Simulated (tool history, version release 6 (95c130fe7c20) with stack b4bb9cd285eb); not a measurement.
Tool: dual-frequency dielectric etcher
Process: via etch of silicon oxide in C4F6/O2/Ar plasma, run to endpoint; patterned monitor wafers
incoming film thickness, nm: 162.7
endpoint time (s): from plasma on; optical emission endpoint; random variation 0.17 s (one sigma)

run  hour  bias power (kW)  source power (kW)  Ar flow (sccm)  endpoint time (s)
  1   0.0            0.411              0.410             220             35.526
  2   1.5            0.411              0.410             185             34.524
  3   5.2            0.446              0.430             182             32.937
  4   7.6            0.473              0.440             179             31.567
  5   9.8            0.438              0.440             179             32.760
  6  17.7            0.438              0.440             205             33.269
  7  19.7            0.468              0.450             203             31.838

The next listed run, before its measurement:
  8  22.4            0.489              0.460             202                  ?

{"run 8": {"endpoint time (s)": 31.249}}

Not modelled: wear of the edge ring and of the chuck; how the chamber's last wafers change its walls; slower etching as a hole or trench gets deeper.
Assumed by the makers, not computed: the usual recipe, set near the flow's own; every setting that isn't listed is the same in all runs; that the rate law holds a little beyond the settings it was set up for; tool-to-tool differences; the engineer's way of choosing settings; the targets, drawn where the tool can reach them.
